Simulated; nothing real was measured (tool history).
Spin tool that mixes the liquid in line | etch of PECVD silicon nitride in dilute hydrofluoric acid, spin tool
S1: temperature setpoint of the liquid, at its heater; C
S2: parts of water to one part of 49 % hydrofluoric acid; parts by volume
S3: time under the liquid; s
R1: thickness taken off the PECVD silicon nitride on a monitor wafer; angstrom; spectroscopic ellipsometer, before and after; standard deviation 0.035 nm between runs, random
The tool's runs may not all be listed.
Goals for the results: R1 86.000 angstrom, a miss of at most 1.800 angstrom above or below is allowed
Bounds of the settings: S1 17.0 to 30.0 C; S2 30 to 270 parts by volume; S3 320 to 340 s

Run 1, hour 0.0: S1 22.0 C, S2 150 parts by volume, S3 320 s. Result: R1 104.430 angstrom.
Run 2, hour 8.6: S1 21.5 C, S2 150 parts by volume, S3 320 s. Result: R1 101.080 angstrom.
Run 3, hour 13.7: S1 21.0 C, S2 150 parts by volume, S3 320 s. Result: R1 98.227 angstrom.
Run 4, hour 19.4: S1 21.0 C, S2 150 parts by volume, S3 340 s. Result: R1 104.040 angstrom.
At hour 24.7: hydrofluoric acid flow meter replaced.
Run 5, hour 24.7: S1 21.0 C, S2 180 parts by volume, S3 340 s. Result: R1 82.269 angstrom.
Run 6, hour 27.7: S1 21.0 C, S2 140 parts by volume, S3 340 s. Result: R1 105.550 angstrom.
Run 7, hour 35.1: S1 20.5 C, S2 140 parts by volume, S3 340 s. Result: R1 101.500 angstrom.
Run 8, hour 37.9: S1 20.0 C, S2 140 parts by volume, S3 340 s. Result: R1 98.606 angstrom.
Run 9, hour 45.3: S1 19.5 C, S2 140 parts by volume, S3 340 s. Result: R1 95.241 angstrom.
Run 10, hour 49.2: S1 19.0 C, S2 140 parts by volume, S3 340 s. Result: R1 92.412 angstrom.
Run 11, hour 52.8: S1 17.5 C, S2 140 parts by volume, S3 340 s. Result: R1 83.953 angstrom.

Pick the move, out of 5, that brings all results within their allowed miss; only one does.
Run A, hour 56.4: S1 17.5 C, S2 140 parts by volume, S3 320 s. Result: R1 ?.
Run B, hour 56.4: S1 17.5 C, S2 135 parts by volume, S3 340 s. Result: R1 ?.
Run C, hour 56.4: S1 17.0 C, S2 135 parts by volume, S3 330 s. Result: R1 ?.
Run D, hour 56.4: S1 19.5 C, S2 165 parts by volume, S3 340 s. Result: R1 ?.
Run E, hour 56.4: S1 17.5 C, S2 135 parts by volume, S3 320 s. Result: R1 ?.

move      R1
   A  78.423
   B  86.304
   C  80.935
   D  81.358
   E  81.228
A: moves away from the targets compared with the last run
B: each result inside its tolerance
C: moves away from the targets compared with the last run
D: moves away from the targets compared with the last run
E: moves away from the targets compared with the last run
Go with B: it meets all targets.
